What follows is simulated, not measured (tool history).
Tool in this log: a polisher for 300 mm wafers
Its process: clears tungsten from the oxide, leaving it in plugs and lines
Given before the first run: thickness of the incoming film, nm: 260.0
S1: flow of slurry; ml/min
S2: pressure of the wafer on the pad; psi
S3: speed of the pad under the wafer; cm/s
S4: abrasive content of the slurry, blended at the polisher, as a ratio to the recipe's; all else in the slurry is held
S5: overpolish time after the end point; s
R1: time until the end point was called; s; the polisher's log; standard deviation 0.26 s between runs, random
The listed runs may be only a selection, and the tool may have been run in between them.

Run 1, hour 0: S1 275 ml/min, S2 4.3 psi, S3 132 cm/s, S4 1, S5 29 s. Result: R1 37.637 s.
Run 2, hour 5.5: S1 275 ml/min, S2 4.6 psi, S3 132 cm/s, S4 1, S5 29 s. Result: R1 35.431 s.
Run 3, hour 10.5: S1 315 ml/min, S2 4.6 psi, S3 132 cm/s, S4 1, S5 29 s. Result: R1 35.877 s.
Run 4, hour 14.1: S1 315 ml/min, S2 4.6 psi, S3 132 cm/s, S4 0.9, S5 29 s. Result: R1 36.403 s.
Run 5, hour 20.2: S1 315 ml/min, S2 4.6 psi, S3 132 cm/s, S4 1, S5 29 s. Result: R1 35.844 s.
Run 6, hour 25.4: S1 315 ml/min, S2 4.6 psi, S3 120 cm/s, S4 1, S5 29 s. Result: R1 38.455 s.
Run 7, hour 34.4: S1 315 ml/min, S2 5 psi, S3 120 cm/s, S4 1, S5 29 s. Result: R1 35.571 s.
Run 8, hour 38.2: S1 315 ml/min, S2 5.3 psi, S3 122 cm/s, S4 1, S5 29 s. Result: R1 33.448 s.
Run 9, hour 46.3: S1 315 ml/min, S2 5.5 psi, S3 124 cm/s, S4 1, S5 29 s. Result: R1 31.139 s.
Run 10, hour 47.2: S1 315 ml/min, S2 5.7 psi, S3 124 cm/s, S4 1, S5 29 s. Result: R1 29.733 s.
Run 11, hour 48.3: S1 315 ml/min, S2 5.9 psi, S3 124 cm/s, S4 1, S5 29 s. Result: R1 28.987 s.
Run 12, hour 56.2: S1 315 ml/min, S2 6 psi, S3 124 cm/s, S4 1, S5 29 s. Result: R1 28.92 s.
Run 13, hour 63.8: S1 315 ml/min, S2 6.1 psi, S3 126 cm/s, S4 1, S5 29 s. Result: R1 27.847 s.
At hour 67.2: head pressure recalibrated.
Run 14, hour 67.2: S1 315 ml/min, S2 6.2 psi, S3 128 cm/s, S4 1, S5 29 s. Result: R1 30.343 s.
Run 15, hour 70.1: S1 335 ml/min, S2 6.3 psi, S3 138 cm/s, S4 1.1, S5 29 s. Result: R1 27.424 s.
Run 16, hour 71.7: S1 335 ml/min, S2 6.4 psi, S3 142 cm/s, S4 1.1, S5 29 s. Result: R1 26.479 s.
Run 17, hour 80.2: S1 335 ml/min, S2 6.5 psi, S3 144 cm/s, S4 1.1, S5 29 s. Result: R1 24.988 s.
Run 18, hour 84.5: S1 335 ml/min, S2 6.6 psi, S3 146 cm/s, S4 1.1, S5 29 s. Result: R1 25.018 s.

The next listed run, before its measurement:
Run 19, hour 87: S1 335 ml/min, S2 6.6 psi, S3 146 cm/s, S4 1.1, S5 29 s. Result: R1 ?.

{"run 19": {"R1": 25.052}}
